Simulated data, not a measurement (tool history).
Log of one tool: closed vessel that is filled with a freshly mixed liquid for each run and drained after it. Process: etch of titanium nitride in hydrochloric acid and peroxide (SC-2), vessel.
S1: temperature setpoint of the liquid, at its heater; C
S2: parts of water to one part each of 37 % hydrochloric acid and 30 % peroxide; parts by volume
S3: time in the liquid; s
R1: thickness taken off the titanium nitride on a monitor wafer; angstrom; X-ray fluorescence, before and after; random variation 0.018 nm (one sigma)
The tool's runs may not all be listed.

| run | hour | S1 | S2 | S3 | R1 |
|---|---|---|---|---|---|
| 1 | 0.0 | 49.0 | 6.5 | 165 | 72.180 |
| 2 | 1.7 | 49.0 | 6.5 | 130 | 56.417 |
| 3 | 7.9 | 42.0 | 6.5 | 130 | 35.233 |
| 4 | 16.6 | 43.0 | 6.5 | 130 | 38.264 |
| 5 | 23.0 | 43.5 | 6.5 | 130 | 39.265 |
| 6 | 23.6 | 48.0 | 6.5 | 130 | 53.130 |
| 7 | 24.7 | 47.5 | 6.5 | 130 | 51.759 |
| 8 | 33.5 | 47.0 | 6.5 | 130 | 49.907 |
| 9 | 38.3 | 46.5 | 6.5 | 130 | 47.934 |

Run 10 comes next. What will it give?
| 10 | 46.2 | 46.0 | 6.5 | 130 | ? |

Run 10 gave R1 46.447 angstrom.
